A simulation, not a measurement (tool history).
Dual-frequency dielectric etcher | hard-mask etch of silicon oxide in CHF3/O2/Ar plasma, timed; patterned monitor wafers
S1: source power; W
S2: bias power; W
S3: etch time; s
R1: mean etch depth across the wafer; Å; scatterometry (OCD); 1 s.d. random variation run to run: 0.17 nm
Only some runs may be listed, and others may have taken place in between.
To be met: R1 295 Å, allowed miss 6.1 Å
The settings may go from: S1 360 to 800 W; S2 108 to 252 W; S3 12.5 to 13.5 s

run    day   S1   S2    S3      R1
  1      0  580  180  13.5  262.09
  2  0.167  580  180  12.5  245.29
  3  0.346  620  180  12.5   252.4
  4   0.55  660  191  12.5  262.29
  5  0.758  660  218  12.5  271.15
  6  0.938  660  202  12.5  266.72
  7  1.067  690  208  12.5  274.83
  8  1.192  720  211  12.5  281.21
  9  1.271  740  213  12.5  283.16
 10  1.596  750  215  12.5  285.95
 11  1.675  760  217  12.5  285.95

4 next moves are on the table. One of them brings every result within its allowed miss. Which?
  A  1.754  630  206    13   ?
  B  1.754  720  225  12.5   ?
  C  1.754  750  249  12.5   ?
  D  1.754  750  196  12.5   ?

move      R1
   A  274.62
   B  286.42
   C  299.57
   D  281.29
A: further off than the last run
B: gains on the last run, yet a result remains outside its allowed miss
C: all results land within tolerance of their targets
D: further off than the last run
Go with C: it meets all targets.

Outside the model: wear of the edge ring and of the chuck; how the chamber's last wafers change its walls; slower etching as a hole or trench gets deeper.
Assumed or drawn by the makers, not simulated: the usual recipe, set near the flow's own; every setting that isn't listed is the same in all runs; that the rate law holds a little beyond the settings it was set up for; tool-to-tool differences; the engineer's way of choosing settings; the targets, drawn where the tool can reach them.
